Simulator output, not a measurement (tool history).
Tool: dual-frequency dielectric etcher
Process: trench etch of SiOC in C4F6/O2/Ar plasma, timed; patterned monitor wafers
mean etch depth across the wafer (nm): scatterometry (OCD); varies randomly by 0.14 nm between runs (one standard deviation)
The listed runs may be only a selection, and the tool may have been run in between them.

| run | hour | source power (W) | bias power (W) | etch time (s) | mean etch depth across the wafer (nm) |
|---|---|---|---|---|---|
| 1 | 0.0 | 280 | 209 | 14 | 26.740 |
| 2 | 5.2 | 280 | 209 | 13 | 24.766 |
| 3 | 6.7 | 280 | 209 | 13 | 24.842 |
| 4 | 15.5 | 300 | 221 | 13 | 25.916 |
| 5 | 17.7 | 300 | 202 | 13 | 25.372 |
| 6 | 20.5 | 250 | 202 | 13 | 22.881 |

What does the tool deliver on the next run?
| 7 | 24.8 | 280 | 207 | 13 | ? |

{"run 7": {"mean etch depth across the wafer (nm)": 24.69}}
